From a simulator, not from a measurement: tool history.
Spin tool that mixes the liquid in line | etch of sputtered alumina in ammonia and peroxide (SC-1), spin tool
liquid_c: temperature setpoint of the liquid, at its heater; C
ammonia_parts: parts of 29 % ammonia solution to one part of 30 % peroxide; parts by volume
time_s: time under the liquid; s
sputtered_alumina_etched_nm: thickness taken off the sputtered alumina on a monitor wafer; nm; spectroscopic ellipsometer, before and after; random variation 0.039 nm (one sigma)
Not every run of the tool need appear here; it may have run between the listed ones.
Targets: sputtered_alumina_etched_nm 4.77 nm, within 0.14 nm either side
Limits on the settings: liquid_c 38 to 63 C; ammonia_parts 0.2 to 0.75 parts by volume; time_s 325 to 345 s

Run 1, hour 0: liquid_c 47 C, ammonia_parts 0.45 parts by volume, time_s 325 s. Result: sputtered_alumina_etched_nm 8.0569 nm.
Run 2, hour 8.2: liquid_c 44.5 C, ammonia_parts 0.45 parts by volume, time_s 325 s. Result: sputtered_alumina_etched_nm 7.0819 nm.
Run 3, hour 9.6: liquid_c 44.5 C, ammonia_parts 0.45 parts by volume, time_s 325 s. Result: sputtered_alumina_etched_nm 6.9753 nm.
Run 4, hour 12.9: liquid_c 44.5 C, ammonia_parts 0.4 parts by volume, time_s 325 s. Result: sputtered_alumina_etched_nm 6.9099 nm.
Run 5, hour 14.2: liquid_c 43 C, ammonia_parts 0.4 parts by volume, time_s 325 s. Result: sputtered_alumina_etched_nm 6.4446 nm.
Run 6, hour 16.6: liquid_c 41.5 C, ammonia_parts 0.35 parts by volume, time_s 325 s. Result: sputtered_alumina_etched_nm 5.7814 nm.
Run 7, hour 20.7: liquid_c 40.5 C, ammonia_parts 0.35 parts by volume, time_s 325 s. Result: sputtered_alumina_etched_nm 5.3835 nm.
Run 8, hour 26: liquid_c 40 C, ammonia_parts 0.35 parts by volume, time_s 325 s. Result: sputtered_alumina_etched_nm 5.3157 nm.
Run 9, hour 33.1: liquid_c 39.5 C, ammonia_parts 0.35 parts by volume, time_s 325 s. Result: sputtered_alumina_etched_nm 5.1416 nm.
Run 10, hour 36.9: liquid_c 39 C, ammonia_parts 0.35 parts by volume, time_s 325 s. Result: sputtered_alumina_etched_nm 4.9575 nm.

Which of these 5 next moves meets every target?
Run A, hour 40.7: liquid_c 38.5 C, ammonia_parts 0.3 parts by volume, time_s 345 s. Result: sputtered_alumina_etched_nm ?.
Run B, hour 40.7: liquid_c 40.5 C, ammonia_parts 0.2 parts by volume, time_s 325 s. Result: sputtered_alumina_etched_nm ?.
Run C, hour 40.7: liquid_c 39.5 C, ammonia_parts 0.35 parts by volume, time_s 325 s. Result: sputtered_alumina_etched_nm ?.
Run D, hour 40.7: liquid_c 38 C, ammonia_parts 0.3 parts by volume, time_s 330 s. Result: sputtered_alumina_etched_nm ?.
Run E, hour 40.7: liquid_c 39 C, ammonia_parts 0.4 parts by volume, time_s 325 s. Result: sputtered_alumina_etched_nm ?.

move  sputtered_alumina_etched_nm
   A                       5.0174
   B                       5.1184
   C                       5.0906
   D                       4.6579
   E                       5.0052
A: lands further from the targets than the last run did
B: lands further from the targets than the last run did
C: lands further from the targets than the last run did
D: hits every target within its allowed miss
E: lands further from the targets than the last run did
D meets every target.
